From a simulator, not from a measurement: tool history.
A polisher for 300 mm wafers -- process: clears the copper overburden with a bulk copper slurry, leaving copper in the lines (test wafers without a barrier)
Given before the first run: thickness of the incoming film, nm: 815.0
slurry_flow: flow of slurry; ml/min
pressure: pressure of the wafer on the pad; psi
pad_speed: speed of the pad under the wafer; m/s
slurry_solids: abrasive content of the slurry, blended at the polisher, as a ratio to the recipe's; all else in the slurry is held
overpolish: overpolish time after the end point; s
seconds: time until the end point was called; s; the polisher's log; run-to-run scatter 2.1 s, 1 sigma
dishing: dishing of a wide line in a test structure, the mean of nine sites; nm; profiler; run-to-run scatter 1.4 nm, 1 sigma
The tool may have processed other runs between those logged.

run 1 hour=0 | slurry_flow=200 pressure=1.8 pad_speed=1.14 slurry_solids=1 overpolish=13 | seconds=133.26 dishing=53.641
run 2 hour=5.4 | slurry_flow=200 pressure=1.8 pad_speed=1.14 slurry_solids=1 overpolish=14 | seconds=133.49 dishing=55.53
run 3 hour=13.8 | slurry_flow=200 pressure=1.8 pad_speed=1.14 slurry_solids=1 overpolish=15 | seconds=130.98 dishing=60.621
run 4 hour=20.6 | slurry_flow=200 pressure=1.8 pad_speed=1.14 slurry_solids=1 overpolish=10 | seconds=137.47 dishing=44.529
run 5 hour=22.3 | slurry_flow=200 pressure=1.8 pad_speed=1.14 slurry_solids=1 overpolish=12 | seconds=131.76 dishing=51.09
run 6 hour=28.4 | slurry_flow=200 pressure=1.8 pad_speed=1.14 slurry_solids=1 overpolish=13 | seconds=133.81 dishing=53.954
run 7 hour=34.8 | slurry_flow=200 pressure=1.8 pad_speed=1.14 slurry_solids=1 overpolish=14 | seconds=134.21 dishing=55.349
run 8 hour=40.3 | slurry_flow=200 pressure=1.8 pad_speed=1.14 slurry_solids=1 overpolish=15 | seconds=130.91 dishing=56.865
run 9 hour=45.6 | slurry_flow=200 pressure=1.8 pad_speed=1.14 slurry_solids=1 overpolish=17 | seconds=132.35 dishing=65.194
run 10 hour=47 | slurry_flow=200 pressure=1.9 pad_speed=1.14 slurry_solids=1 overpolish=18 | seconds=127.55 dishing=67.829
run 11 hour=48.7 | slurry_flow=200 pressure=1.9 pad_speed=1.14 slurry_solids=1 overpolish=18 | seconds=125.2 dishing=65.592

Forecast run 12:
run 12 hour=52.2 | slurry_flow=200 pressure=1.9 pad_speed=1.16 slurry_solids=1 overpolish=19 | seconds=? dishing=?

{"run 12": {"seconds": 125.15, "dishing": 70.55}}
